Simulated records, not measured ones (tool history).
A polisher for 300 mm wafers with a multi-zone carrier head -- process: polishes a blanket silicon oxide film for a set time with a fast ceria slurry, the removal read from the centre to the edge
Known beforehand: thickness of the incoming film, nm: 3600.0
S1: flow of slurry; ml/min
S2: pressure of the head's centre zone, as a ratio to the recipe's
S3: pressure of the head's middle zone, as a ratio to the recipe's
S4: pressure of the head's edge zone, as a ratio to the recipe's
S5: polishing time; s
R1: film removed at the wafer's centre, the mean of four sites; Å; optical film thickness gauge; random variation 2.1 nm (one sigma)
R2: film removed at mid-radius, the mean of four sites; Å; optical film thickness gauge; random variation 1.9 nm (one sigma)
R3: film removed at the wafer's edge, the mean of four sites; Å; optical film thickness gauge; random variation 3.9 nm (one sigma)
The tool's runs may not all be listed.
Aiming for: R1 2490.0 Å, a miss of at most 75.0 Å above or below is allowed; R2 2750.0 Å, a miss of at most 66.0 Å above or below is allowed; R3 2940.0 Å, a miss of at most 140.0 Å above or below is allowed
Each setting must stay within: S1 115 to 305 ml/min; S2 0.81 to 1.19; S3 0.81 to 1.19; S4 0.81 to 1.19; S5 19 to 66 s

Run 1, hour 0.0: S1 195 ml/min, S2 1.00, S3 1.00, S4 1.00, S5 42 s. Result: R1 5322.3 Å, R2 5318.3 Å, R3 5273.2 Å.
Run 2, hour 5.1: S1 195 ml/min, S2 1.04, S3 1.00, S4 1.00, S5 42 s. Result: R1 5521.1 Å, R2 5267.2 Å, R3 5232.4 Å.
Run 3, hour 13.2: S1 185 ml/min, S2 1.01, S3 0.98, S4 0.99, S5 39 s. Result: R1 4983.4 Å, R2 4863.1 Å, R3 4930.9 Å.
Run 4, hour 14.9: S1 175 ml/min, S2 0.98, S3 0.96, S4 0.96, S5 36 s. Result: R1 4345.7 Å, R2 4402.2 Å, R3 4438.7 Å.
Run 5, hour 17.9: S1 175 ml/min, S2 1.05, S3 0.96, S4 0.96, S5 36 s. Result: R1 4784.7 Å, R2 4412.4 Å, R3 4391.0 Å.
Run 6, hour 23.0: S1 175 ml/min, S2 1.05, S3 0.96, S4 0.96, S5 30 s. Result: R1 3875.6 Å, R2 3620.5 Å, R3 3717.8 Å.
Run 7, hour 23.9: S1 170 ml/min, S2 1.03, S3 0.95, S4 0.96, S5 29 s. Result: R1 3687.3 Å, R2 3432.4 Å, R3 3517.2 Å.
Run 8, hour 27.4: S1 165 ml/min, S2 1.01, S3 0.95, S4 0.97, S5 28 s. Result: R1 3474.9 Å, R2 3330.6 Å, R3 3402.5 Å.
Run 9, hour 30.6: S1 160 ml/min, S2 0.99, S3 0.95, S4 0.99, S5 27 s. Result: R1 3259.1 Å, R2 3162.6 Å, R3 3295.5 Å.
Run 10, hour 34.8: S1 155 ml/min, S2 0.97, S3 0.95, S4 1.00, S5 27 s. Result: R1 3188.9 Å, R2 3198.3 Å, R3 3230.9 Å.
Run 11, hour 37.6: S1 130 ml/min, S2 0.87, S3 0.85, S4 1.10, S5 24 s. Result: R1 2417.7 Å, R2 2518.4 Å, R3 2947.2 Å.
Run 12, hour 43.7: S1 135 ml/min, S2 0.87, S3 0.86, S4 1.09, S5 24 s. Result: R1 2396.3 Å, R2 2559.7 Å, R3 3032.5 Å.
Run 13, hour 50.8: S1 150 ml/min, S2 0.97, S3 0.96, S4 0.99, S5 22 s. Result: R1 2569.7 Å, R2 2611.8 Å, R3 2644.7 Å.
Run 14, hour 56.5: S1 155 ml/min, S2 0.95, S3 0.95, S4 0.99, S5 22 s. Result: R1 2547.1 Å, R2 2592.2 Å, R3 2703.2 Å.
Run 15, hour 64.5: S1 160 ml/min, S2 0.94, S3 0.95, S4 1.00, S5 22 s. Result: R1 2537.4 Å, R2 2567.1 Å, R3 2697.4 Å.
Run 16, hour 66.0: S1 155 ml/min, S2 0.93, S3 0.95, S4 1.01, S5 23 s. Result: R1 2600.3 Å, R2 2691.5 Å, R3 2838.7 Å.

Of the 5 settings listed for the next run, only one would bring every result within its allowed miss of target. Which one?
Run A, hour 67.5: S1 145 ml/min, S2 1.01, S3 1.03, S4 0.91, S5 23 s. Result: R1 ?, R2 ?, R3 ?.
Run B, hour 67.5: S1 160 ml/min, S2 1.02, S3 1.00, S4 0.99, S5 22 s. Result: R1 ?, R2 ?, R3 ?.
Run C, hour 67.5: S1 125 ml/min, S2 0.89, S3 0.89, S4 1.01, S5 24 s. Result: R1 ?, R2 ?, R3 ?.
Run D, hour 67.5: S1 170 ml/min, S2 0.84, S3 0.90, S4 1.03, S5 23 s. Result: R1 ?, R2 ?, R3 ?.
Run E, hour 67.5: S1 165 ml/min, S2 0.89, S3 0.97, S4 1.08, S5 23 s. Result: R1 ?, R2 ?, R3 ?.

move      R1      R2      R3
   A  2757.1  2805.9  2681.9
   B  2728.4  2683.8  2693.5
   C  2424.3  2544.5  2844.6
   D  2375.7  2638.7  2889.8
   E  2503.1  2764.2  2932.8
A: further off than the last run
B: further off than the last run
C: corrects the largest miss of the last run, while another result sits out of spec
D: takes the biggest miss from the last run beyond its target
E: in spec on every target
Correct choice: E, which meets every target

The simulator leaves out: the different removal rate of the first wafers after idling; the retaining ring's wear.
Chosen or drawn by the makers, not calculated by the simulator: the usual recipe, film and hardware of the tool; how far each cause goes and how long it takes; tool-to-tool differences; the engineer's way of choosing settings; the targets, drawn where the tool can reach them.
